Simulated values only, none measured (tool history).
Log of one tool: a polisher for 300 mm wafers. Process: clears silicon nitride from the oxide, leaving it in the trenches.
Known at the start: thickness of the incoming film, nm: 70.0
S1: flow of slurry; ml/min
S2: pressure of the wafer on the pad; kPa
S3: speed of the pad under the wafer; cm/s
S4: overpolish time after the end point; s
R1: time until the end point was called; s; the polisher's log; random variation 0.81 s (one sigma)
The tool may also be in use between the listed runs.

run 1 day=0.000 | S1=200 S2=17.2 S3=102 S4=5 | R1=83.368
run 2 day=0.029 | S1=200 S2=17.2 S3=118 S4=5 | R1=70.581
run 3 day=0.288 | S1=200 S2=14.5 S3=118 S4=5 | R1=80.611
run 4 day=0.646 | S1=200 S2=14.5 S3=118 S4=3 | R1=78.367
run 5 day=0.921 | S1=200 S2=10.3 S3=118 S4=3 | R1=101.390
run 6 day=1.162 | S1=200 S2=11.7 S3=118 S4=3 | R1=92.160
run 7 day=1.367 | S1=200 S2=13.1 S3=118 S4=3 | R1=87.107
run 8 day=1.504 | S1=200 S2=14.5 S3=118 S4=3 | R1=79.069
run 9 day=1.712 | S1=200 S2=15.2 S3=118 S4=3 | R1=76.492

Run 10 comes next. What will it give?
run 10 day=1.958 | S1=200 S2=15.9 S3=118 S4=3 | R1=?

{"run 10": {"R1": 76.92}}

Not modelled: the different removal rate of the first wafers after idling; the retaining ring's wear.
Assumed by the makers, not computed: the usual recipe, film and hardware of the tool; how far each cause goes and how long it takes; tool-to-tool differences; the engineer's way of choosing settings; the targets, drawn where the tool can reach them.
